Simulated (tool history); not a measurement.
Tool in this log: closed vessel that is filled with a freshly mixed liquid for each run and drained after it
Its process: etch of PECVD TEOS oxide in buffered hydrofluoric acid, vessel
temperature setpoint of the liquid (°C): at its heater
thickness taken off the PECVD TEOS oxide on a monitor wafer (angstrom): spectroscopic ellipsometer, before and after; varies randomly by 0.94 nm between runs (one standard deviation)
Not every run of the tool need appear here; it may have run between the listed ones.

run,hour,temperature setpoint of the liquid (°C),parts of 40 % ammonium fluoride to one part of 49 % hydrofluoric acid (parts by volume),time in the liquid (s),thickness taken off the PECVD TEOS oxide on a monitor wafer (angstrom)
1,0.0,23.0,12.0,85,1726.9
2,2.5,23.0,15.0,85,1389.8
3,8.4,23.0,15.0,85,1383.5
4,15.5,23.0,15.0,85,1380.2
5,20.1,25.0,14.5,85,1601.9
6,26.5,25.0,14.5,95,1777.1
7,32.6,26.5,14.0,95,1998.1
8,41.3,27.5,13.5,95,2197.5

For run 9, what comes out?
9,46.7,28.5,13.5,95,?

Run 9 measured thickness taken off the PECVD TEOS oxide on a monitor wafer (angstrom) 2302.2.
